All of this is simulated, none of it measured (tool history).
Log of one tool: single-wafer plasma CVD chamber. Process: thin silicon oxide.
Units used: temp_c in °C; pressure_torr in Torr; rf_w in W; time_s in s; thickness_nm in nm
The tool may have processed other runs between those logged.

run	hour	temp_c	pressure_torr	rf_w	time_s	thickness_nm
1	0	395	0.759	330	8.6	16.084
2	8.8	395	0.759	360	8.6	16.448
3	14.5	395	0.768	360	8.6	16.841
4	19	395	0.64	360	8.6	13.781
5	20.1	395	0.666	360	8.6	14.519
6	21.8	395	0.666	390	8.6	15.037
7	27.6	395	0.817	395	8.6	18.308

Run 8, settings as shown, results not yet in. Your forecast:
8	30.1	395	0.814	395	8.6	?

thickness_nm: 18.185 nm

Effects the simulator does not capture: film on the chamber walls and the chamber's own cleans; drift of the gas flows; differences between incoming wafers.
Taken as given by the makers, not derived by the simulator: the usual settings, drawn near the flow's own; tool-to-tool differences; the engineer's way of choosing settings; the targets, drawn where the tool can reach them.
